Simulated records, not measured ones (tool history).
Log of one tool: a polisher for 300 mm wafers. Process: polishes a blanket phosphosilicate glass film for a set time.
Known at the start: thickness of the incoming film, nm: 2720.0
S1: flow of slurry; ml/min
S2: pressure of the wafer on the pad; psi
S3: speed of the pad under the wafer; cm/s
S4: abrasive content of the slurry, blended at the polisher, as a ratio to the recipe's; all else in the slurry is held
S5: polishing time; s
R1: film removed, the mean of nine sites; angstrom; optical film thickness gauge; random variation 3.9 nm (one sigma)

run,hour,S1,S2,S3,S4,S5,R1
1,0,300,3.4,76,1,52,4128
2,3.9,330,3.4,76,1,52,4127.5
3,9.1,330,3.6,76,1,52,4434
4,14,330,3.7,76,1,52,4588.2
5,19.6,330,3.7,76,1,52,4497.5
6,24.7,330,3.8,76,1,52,4665.5
7,30.8,330,3.9,76,1,52,4742.5
8,38.4,330,4,76,1,52,4886

Run 9 comes next. What will it give?
9,44.6,330,4.1,76,1,52,?

Run 9 gave R1 5017.4 angstrom.

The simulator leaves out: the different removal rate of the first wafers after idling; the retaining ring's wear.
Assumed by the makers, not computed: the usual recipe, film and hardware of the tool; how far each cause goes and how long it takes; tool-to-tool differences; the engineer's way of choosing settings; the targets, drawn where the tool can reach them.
